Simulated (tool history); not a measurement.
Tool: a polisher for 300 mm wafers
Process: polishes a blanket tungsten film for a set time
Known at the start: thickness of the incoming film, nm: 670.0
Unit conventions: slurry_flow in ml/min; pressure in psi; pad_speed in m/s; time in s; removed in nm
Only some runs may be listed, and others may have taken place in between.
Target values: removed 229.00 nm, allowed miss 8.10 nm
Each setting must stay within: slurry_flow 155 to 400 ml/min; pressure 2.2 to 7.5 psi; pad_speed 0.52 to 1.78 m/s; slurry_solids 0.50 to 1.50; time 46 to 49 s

Run 1, hour 0.0: slurry_flow 255 ml/min, pressure 4.8 psi, pad_speed 1.14 m/s, slurry_solids 1.00, time 46 s. Result: removed 366.48 nm.
Run 2, hour 1.1: slurry_flow 255 ml/min, pressure 4.8 psi, pad_speed 1.14 m/s, slurry_solids 1.00, time 46 s. Result: removed 365.05 nm.
Run 3, hour 5.8: slurry_flow 255 ml/min, pressure 4.4 psi, pad_speed 1.14 m/s, slurry_solids 1.00, time 46 s. Result: removed 333.02 nm.
Run 4, hour 8.1: slurry_flow 255 ml/min, pressure 4.4 psi, pad_speed 1.26 m/s, slurry_solids 1.00, time 46 s. Result: removed 370.69 nm.
Run 5, hour 16.0: slurry_flow 255 ml/min, pressure 4.0 psi, pad_speed 1.26 m/s, slurry_solids 1.00, time 46 s. Result: removed 334.83 nm.
Run 6, hour 18.8: slurry_flow 255 ml/min, pressure 3.7 psi, pad_speed 1.26 m/s, slurry_solids 1.00, time 46 s. Result: removed 312.05 nm.
Run 7, hour 21.6: slurry_flow 250 ml/min, pressure 2.3 psi, pad_speed 1.24 m/s, slurry_solids 1.00, time 46 s. Result: removed 194.21 nm.
Run 8, hour 24.7: slurry_flow 255 ml/min, pressure 2.4 psi, pad_speed 1.24 m/s, slurry_solids 1.00, time 46 s. Result: removed 202.60 nm.
Run 9, hour 30.0: slurry_flow 255 ml/min, pressure 2.5 psi, pad_speed 1.24 m/s, slurry_solids 1.00, time 46 s. Result: removed 212.82 nm.
Run 10, hour 34.5: slurry_flow 260 ml/min, pressure 2.5 psi, pad_speed 1.24 m/s, slurry_solids 1.00, time 46 s. Result: removed 213.96 nm.
Run 11, hour 35.2: slurry_flow 265 ml/min, pressure 2.9 psi, pad_speed 1.24 m/s, slurry_solids 1.00, time 46 s. Result: removed 247.43 nm.
Run 12, hour 36.0: slurry_flow 260 ml/min, pressure 2.9 psi, pad_speed 1.24 m/s, slurry_solids 1.00, time 46 s. Result: removed 246.32 nm.
Run 13, hour 44.1: slurry_flow 255 ml/min, pressure 2.9 psi, pad_speed 1.24 m/s, slurry_solids 1.00, time 46 s. Result: removed 246.35 nm.
Run 14, hour 46.4: slurry_flow 250 ml/min, pressure 2.9 psi, pad_speed 1.24 m/s, slurry_solids 1.00, time 46 s. Result: removed 247.48 nm.
Run 15, hour 54.1: slurry_flow 255 ml/min, pressure 2.9 psi, pad_speed 1.24 m/s, slurry_solids 1.00, time 46 s. Result: removed 242.18 nm.
Run 16, hour 60.9: slurry_flow 250 ml/min, pressure 2.9 psi, pad_speed 1.24 m/s, slurry_solids 1.00, time 46 s. Result: removed 246.02 nm.
Run 17, hour 62.3: slurry_flow 255 ml/min, pressure 2.9 psi, pad_speed 1.24 m/s, slurry_solids 1.00, time 46 s. Result: removed 238.83 nm.
Run 18, hour 68.0: slurry_flow 250 ml/min, pressure 2.9 psi, pad_speed 1.24 m/s, slurry_solids 1.00, time 46 s. Result: removed 246.91 nm.
Run 19, hour 70.9: slurry_flow 255 ml/min, pressure 2.9 psi, pad_speed 1.24 m/s, slurry_solids 1.00, time 46 s. Result: removed 245.42 nm.

Pick the move, out of 4, that brings all results within their allowed miss; only one does.
Run A, hour 73.8: slurry_flow 285 ml/min, pressure 2.3 psi, pad_speed 1.34 m/s, slurry_solids 1.00, time 49 s. Result: removed ?.
Run B, hour 73.8: slurry_flow 250 ml/min, pressure 2.9 psi, pad_speed 1.26 m/s, slurry_solids 1.00, time 47 s. Result: removed ?.
Run C, hour 73.8: slurry_flow 210 ml/min, pressure 2.9 psi, pad_speed 1.36 m/s, slurry_solids 1.05, time 46 s. Result: removed ?.
Run D, hour 73.8: slurry_flow 355 ml/min, pressure 3.3 psi, pad_speed 1.08 m/s, slurry_solids 1.00, time 47 s. Result: removed ?.

move  removed
   A   229.23
   B   254.94
   C   265.97
   D   257.33
A: every result lands within tolerance
B: misses by more than the last run did
C: misses by more than the last run did
D: misses by more than the last run did
A meets every target.
